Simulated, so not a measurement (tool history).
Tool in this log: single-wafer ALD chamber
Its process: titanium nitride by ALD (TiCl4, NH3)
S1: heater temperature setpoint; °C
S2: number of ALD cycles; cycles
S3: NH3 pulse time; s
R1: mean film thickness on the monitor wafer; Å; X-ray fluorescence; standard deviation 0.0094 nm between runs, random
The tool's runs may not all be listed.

run 1 day=0 | S1=415 S2=107 S3=2.18 | R1=24.025
run 2 day=0.308 | S1=415 S2=107 S3=1.6 | R1=23.449
run 3 day=0.671 | S1=410 S2=107 S3=1.43 | R1=23.424
run 4 day=0.771 | S1=416 S2=107 S3=1.29 | R1=23.248
run 5 day=0.917 | S1=421 S2=107 S3=1.18 | R1=22.834
run 6 day=1.158 | S1=421 S2=111 S3=1.18 | R1=23.827

Run 7, settings as shown, results not yet in. Your forecast:
run 7 day=1.367 | S1=425 S2=110 S3=1.1 | R1=?

{"run 7": {"R1": 23.57}}

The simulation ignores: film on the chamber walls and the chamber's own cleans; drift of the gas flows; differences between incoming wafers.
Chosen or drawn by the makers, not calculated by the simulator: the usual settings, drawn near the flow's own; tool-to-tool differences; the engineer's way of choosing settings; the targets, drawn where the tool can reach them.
